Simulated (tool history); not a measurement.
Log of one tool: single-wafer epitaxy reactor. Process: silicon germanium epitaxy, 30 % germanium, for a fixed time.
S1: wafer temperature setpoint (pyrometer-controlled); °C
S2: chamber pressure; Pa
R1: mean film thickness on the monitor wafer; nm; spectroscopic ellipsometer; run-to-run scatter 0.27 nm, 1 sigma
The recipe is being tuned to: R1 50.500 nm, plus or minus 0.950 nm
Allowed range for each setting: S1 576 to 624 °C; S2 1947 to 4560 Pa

run 1 day=0.000 | S1=600 S2=3253 | R1=64.483
run 2 day=0.238 | S1=598 S2=3240 | R1=61.553
run 3 day=0.508 | S1=596 S2=3240 | R1=59.961
run 4 day=0.846 | S1=604 S2=3240 | R1=68.048
run 5 day=0.875 | S1=610 S2=3240 | R1=73.939
run 6 day=1.079 | S1=610 S2=3560 | R1=77.994
run 7 day=1.254 | S1=598 S2=3493 | R1=63.500
run 8 day=1.408 | S1=595 S2=3480 | R1=60.510

Next run, 5 choices. One meets every target within its allowed miss, the rest don't. Which?
run A day=1.562 | S1=582 S2=3693 | R1=?
run B day=1.562 | S1=603 S2=4013 | R1=?
run C day=1.562 | S1=580 S2=3440 | R1=?
run D day=1.562 | S1=578 S2=3586 | R1=?
run E day=1.562 | S1=605 S2=3426 | R1=?

move=A R1=50.330
move=B R1=73.303
move=C R1=47.312
move=D R1=46.521
move=E R1=71.042
A: all results in spec
B: its largest miss is bigger than the last run's
C: pushes the last run's worst result past its target
D: pushes the last run's worst result past its target
E: its largest miss is bigger than the last run's
Answer: A

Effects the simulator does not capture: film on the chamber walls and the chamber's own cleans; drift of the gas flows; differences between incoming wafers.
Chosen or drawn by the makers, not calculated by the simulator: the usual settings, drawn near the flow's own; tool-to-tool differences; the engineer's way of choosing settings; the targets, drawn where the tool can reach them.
